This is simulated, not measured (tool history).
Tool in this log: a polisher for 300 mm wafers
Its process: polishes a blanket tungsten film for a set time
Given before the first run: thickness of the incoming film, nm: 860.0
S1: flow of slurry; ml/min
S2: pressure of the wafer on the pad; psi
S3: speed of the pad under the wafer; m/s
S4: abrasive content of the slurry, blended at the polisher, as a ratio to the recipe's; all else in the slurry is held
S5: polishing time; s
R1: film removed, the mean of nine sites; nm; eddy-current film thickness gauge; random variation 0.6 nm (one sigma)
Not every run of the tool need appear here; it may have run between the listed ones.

run,hour,S1,S2,S3,S4,S5,R1
1,0.0,160,2.7,1.34,1.00,22,106.070
2,7.8,195,2.7,1.34,1.00,22,110.530
3,13.1,185,2.6,1.34,1.00,22,105.520
4,19.0,175,2.5,1.34,1.00,22,101.060
5,20.3,175,2.5,1.34,0.85,22,96.101
6,22.5,170,2.4,1.34,0.85,22,94.497
7,27.4,165,2.3,1.34,0.85,22,91.560
8,28.6,165,2.2,1.34,0.85,22,88.782
9,36.8,160,2.1,1.34,0.85,22,86.119

Estimate the outcome of run 10 from the log above:
10,42.7,160,2.0,1.34,0.85,22,?

Logged for run 10: R1 83.544 nm.
